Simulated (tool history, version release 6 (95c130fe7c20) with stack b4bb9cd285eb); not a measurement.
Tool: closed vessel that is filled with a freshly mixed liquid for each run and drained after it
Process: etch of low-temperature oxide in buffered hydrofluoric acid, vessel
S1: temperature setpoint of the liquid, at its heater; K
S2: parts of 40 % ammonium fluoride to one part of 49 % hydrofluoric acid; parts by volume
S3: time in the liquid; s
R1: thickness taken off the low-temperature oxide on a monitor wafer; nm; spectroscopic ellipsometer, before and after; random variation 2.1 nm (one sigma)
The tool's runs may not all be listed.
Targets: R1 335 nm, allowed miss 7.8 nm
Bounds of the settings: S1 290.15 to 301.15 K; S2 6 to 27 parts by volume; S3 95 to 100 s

run,hour,S1,S2,S3,R1
1,0,293.15,16.5,95,250.18
2,8.7,294.65,16.5,95,271.34
3,12.2,294.65,18,95,250.31
4,19.4,296.15,18,95,269.13
5,26.1,297.15,18,95,283.46
6,29.4,298.15,18,95,301.54
7,38.4,298.65,18,95,308.79
8,41.3,299.15,18,95,315.49

Which of these 5 next moves meets every target?
A,44.2,298.65,19,100,?
B,44.2,300.65,19.5,100,?
C,44.2,298.65,19.5,100,?
D,44.2,301.15,22.5,95,?
E,44.2,300.15,19,95,?

move,R1
A,311.27
B,337.92
C,303.4
D,296.68
E,320.63
A: further off than the last run
B: meets every target
C: further off than the last run
D: further off than the last run
E: nearer than the last run, and not there yet
The right move is B.

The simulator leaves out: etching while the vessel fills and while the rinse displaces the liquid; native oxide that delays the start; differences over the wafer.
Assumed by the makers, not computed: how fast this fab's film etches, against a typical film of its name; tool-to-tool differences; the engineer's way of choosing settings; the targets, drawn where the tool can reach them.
